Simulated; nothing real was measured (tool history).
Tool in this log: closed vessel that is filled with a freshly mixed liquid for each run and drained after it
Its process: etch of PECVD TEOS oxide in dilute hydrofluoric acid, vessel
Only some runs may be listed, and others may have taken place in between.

run  hour  temperature setpoint of the liquid (°C)  parts of water to one part of 49 % hydrofluoric acid (parts by volume)  time in the liquid (s)  thickness taken off the PECVD TEOS oxide on a monitor wafer (nm)
  1     0                                       26                                                                     120                     105                                                            8.5003
  2     1                                       26                                                                     150                     105                                                             6.522
  3    10                                       28                                                                     150                     105                                                            7.0255
  4  16.4                                     29.5                                                                     130                     105                                                            8.7285
  5  18.5                                     30.5                                                                     110                     105                                                            11.077
  6  26.4                                     30.5                                                                     110                     115                                                            12.222
  7  29.9                                     31.5                                                                     100                     115                                                            14.217
  8  37.5                                       34                                                                      75                     115                                                            21.498
     45.1  -- hydrofluoric acid flow meter replaced
  9  45.1                                     33.5                                                                      75                     115                                                            23.614
 10  46.1                                     32.5                                                                      75                     115                                                            22.601
 11  50.5                                     30.5                                                                      75                     115                                                            21.213

What will run 12 give?
 12  51.7                                     29.5                                                                      75                     115                                                                 ?

{"run 12": {"thickness taken off the PECVD TEOS oxide on a monitor wafer (nm)": 20.213}}
